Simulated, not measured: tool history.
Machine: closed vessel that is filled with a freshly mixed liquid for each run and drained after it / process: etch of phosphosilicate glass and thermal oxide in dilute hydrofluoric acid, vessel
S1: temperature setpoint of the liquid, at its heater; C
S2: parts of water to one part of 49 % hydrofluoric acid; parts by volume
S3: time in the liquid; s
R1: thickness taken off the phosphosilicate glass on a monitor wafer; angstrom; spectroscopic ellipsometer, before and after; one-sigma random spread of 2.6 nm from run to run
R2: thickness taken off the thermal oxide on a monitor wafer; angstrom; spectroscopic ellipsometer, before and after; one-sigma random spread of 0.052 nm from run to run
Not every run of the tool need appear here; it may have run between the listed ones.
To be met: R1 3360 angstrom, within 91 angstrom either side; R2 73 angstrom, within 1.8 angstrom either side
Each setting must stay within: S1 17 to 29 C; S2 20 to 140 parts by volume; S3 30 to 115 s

run,hour,S1,S2,S3,R1,R2
1,0,21,75,60,1536.9,32.533
2,3.5,21,50,60,2354.4,50.876
3,6,21,50,80,3125.4,67.273
4,10.8,21,35,80,4504.5,98.708
5,15.8,20.5,35,80,4446.4,96.712
6,17.1,20.5,20,80,7809.2,171.69
7,19.3,20,25,80,6151.7,133.23
8,26.6,20.5,30,80,5250.3,112.71
9,31.7,20.5,35,80,4469.2,96.908
10,40.9,20,35,80,4325.9,95.213
11,42.5,19.5,35,80,4237.9,93.34
12,43.5,19,35,80,4201.3,90.662
13,45,18.5,35,80,4052.2,88.016
14,48.7,17,45,80,2919,64.282
15,51.8,17,45,80,2961,63.965
16,57.1,17.5,45,80,2977.7,64.634
17,65.5,18,45,80,3090.9,67.058

4 candidate next runs follow, results not yet known. Just one meets every target within its allowed miss. Identify it.
A,73.9,21.5,40,70,?,?
B,73.9,17,35,75,?,?
C,73.9,18.5,50,95,?,?
D,73.9,26.5,65,95,?,?

move,R1,R2
A,3545.7,76.396
B,3597.5,77.512
C,3346.9,72.112
D,3518.2,75.803
A: moves the result that the last run missed by most past its target, out the other side
B: moves the result that the last run missed by most past its target, out the other side
C: meets every target
D: moves the result that the last run missed by most past its target, out the other side
C meets every target.
